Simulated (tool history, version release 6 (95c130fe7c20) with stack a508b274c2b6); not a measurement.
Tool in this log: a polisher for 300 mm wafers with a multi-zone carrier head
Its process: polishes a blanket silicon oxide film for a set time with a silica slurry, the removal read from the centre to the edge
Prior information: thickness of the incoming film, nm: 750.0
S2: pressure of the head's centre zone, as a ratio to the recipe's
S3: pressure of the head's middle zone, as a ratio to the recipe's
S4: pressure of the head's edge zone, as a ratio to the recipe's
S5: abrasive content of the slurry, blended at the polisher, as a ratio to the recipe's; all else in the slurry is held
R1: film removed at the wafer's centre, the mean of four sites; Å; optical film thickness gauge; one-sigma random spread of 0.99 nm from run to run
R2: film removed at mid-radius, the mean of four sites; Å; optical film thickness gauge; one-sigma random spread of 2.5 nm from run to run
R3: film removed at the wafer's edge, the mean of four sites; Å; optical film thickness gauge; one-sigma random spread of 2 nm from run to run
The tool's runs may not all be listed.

Run 1, hour 0: flow of slurry (ml/min) 205, S2 1, S3 1, S4 1, S5 1, polishing time (s) 65. Result: R1 2289.6 Å, R2 2420.7 Å, R3 2296.5 Å.
Run 2, hour 5.2: flow of slurry (ml/min) 205, S2 1, S3 1, S4 1, S5 1.1, polishing time (s) 65. Result: R1 2356.9 Å, R2 2390.3 Å, R3 2442.2 Å.
Run 3, hour 12: flow of slurry (ml/min) 205, S2 0.95, S3 1, S4 1, S5 1.1, polishing time (s) 65. Result: R1 2248.9 Å, R2 2372.6 Å, R3 2402.7 Å.
Run 4, hour 20.2: flow of slurry (ml/min) 205, S2 1.04, S3 1, S4 1, S5 1.1, polishing time (s) 65. Result: R1 2447.9 Å, R2 2436.1 Å, R3 2370.9 Å.
Run 5, hour 23.3: flow of slurry (ml/min) 200, S2 1.01, S3 0.99, S4 0.99, S5 1, polishing time (s) 64. Result: R1 2246.4 Å, R2 2280.7 Å, R3 2280.4 Å.
Run 6, hour 30.5: flow of slurry (ml/min) 220, S2 1.01, S3 0.99, S4 0.99, S5 1, polishing time (s) 64. Result: R1 2310.7 Å, R2 2366 Å, R3 2275.2 Å.
Run 7, hour 31.7: flow of slurry (ml/min) 220, S2 1.01, S3 0.99, S4 0.99, S5 1, polishing time (s) 64. Result: R1 2290.1 Å, R2 2346 Å, R3 2286.5 Å.
Run 8, hour 37.6: flow of slurry (ml/min) 215, S2 0.98, S3 0.98, S4 0.98, S5 0.9, polishing time (s) 63. Result: R1 2119.7 Å, R2 2138.5 Å, R3 2142.1 Å.
Run 9, hour 40.7: flow of slurry (ml/min) 205, S2 0.95, S3 1, S4 0.98, S5 0.85, polishing time (s) 62. Result: R1 1944.6 Å, R2 2177 Å, R3 2108.7 Å.

Run 10 is up next; what results do you expect?
Run 10, hour 47: flow of slurry (ml/min) 215, S2 0.85, S3 0.9, S4 0.88, S5 0.6, polishing time (s) 56. Result: R1 ?, R2 ?, R3 ?.

R1: 1399.1 Å
R2: 1563.9 Å
R3: 1608.8 Å

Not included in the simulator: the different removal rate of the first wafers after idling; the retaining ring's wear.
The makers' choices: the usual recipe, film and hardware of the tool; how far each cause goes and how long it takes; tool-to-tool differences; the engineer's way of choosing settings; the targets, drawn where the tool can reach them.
